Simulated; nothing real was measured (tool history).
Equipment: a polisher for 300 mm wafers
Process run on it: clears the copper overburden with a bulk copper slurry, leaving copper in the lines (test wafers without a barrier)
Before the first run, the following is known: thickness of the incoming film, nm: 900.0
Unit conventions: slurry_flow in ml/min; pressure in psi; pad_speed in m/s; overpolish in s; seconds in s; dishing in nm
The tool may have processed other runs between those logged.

run	day	slurry_flow	pressure	pad_speed	slurry_solids	overpolish	seconds	dishing
1	0.000	170	2.3	1.24	1.0	11	91.337	50.378
2	0.342	170	2.4	1.24	1.0	12	88.300	54.070
3	0.675	170	2.4	1.24	1.0	14	90.070	59.779
4	0.946	170	2.4	1.10	1.0	14	100.480	54.706
5	1.133	170	2.4	1.10	1.1	14	98.387	56.374
6	1.400	170	2.5	1.10	1.1	14	94.762	58.181
7	1.458	175	2.6	1.10	1.1	14	90.109	60.030
8	1.712	180	2.6	1.10	1.1	14	90.197	58.628

Run 9, settings as shown, results not yet in. Your forecast:
9	1.988	175	2.7	1.10	1.1	15	?	?

Run 9 yielded seconds 86.975 s, dishing 62.618 nm.
